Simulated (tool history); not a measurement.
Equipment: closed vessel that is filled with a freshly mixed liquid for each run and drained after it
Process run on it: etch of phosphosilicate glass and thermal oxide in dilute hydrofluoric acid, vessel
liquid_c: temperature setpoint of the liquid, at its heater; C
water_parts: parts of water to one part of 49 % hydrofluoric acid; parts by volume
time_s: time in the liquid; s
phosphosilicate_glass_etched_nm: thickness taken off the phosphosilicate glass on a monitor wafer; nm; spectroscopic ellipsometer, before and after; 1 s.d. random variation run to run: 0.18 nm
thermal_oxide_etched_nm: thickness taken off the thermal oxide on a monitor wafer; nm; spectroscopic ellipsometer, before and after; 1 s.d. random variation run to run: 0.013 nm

| run | hour | liquid_c | water_parts | time_s | phosphosilicate_glass_etched_nm | thermal_oxide_etched_nm |
|---|---|---|---|---|---|---|
| 1 | 0 | 25 | 160 | 100 | 49.601 | 3.0629 |
| 2 | 2.2 | 25 | 160 | 65 | 32.351 | 2.0187 |
| 3 | 10.3 | 25 | 160 | 95 | 47.4 | 2.9321 |
| 4 | 12.3 | 23 | 180 | 95 | 38.103 | 2.3624 |
| 5 | 18.2 | 23 | 180 | 75 | 29.527 | 1.8302 |
| 6 | 20.7 | 23 | 180 | 90 | 36.147 | 2.2358 |

What does the tool deliver on the next run?
| 7 | 24.1 | 21.5 | 195 | 90 | ? | ? |

{"run 7": {"phosphosilicate_glass_etched_nm": 30.702, "thermal_oxide_etched_nm": 1.9144}}
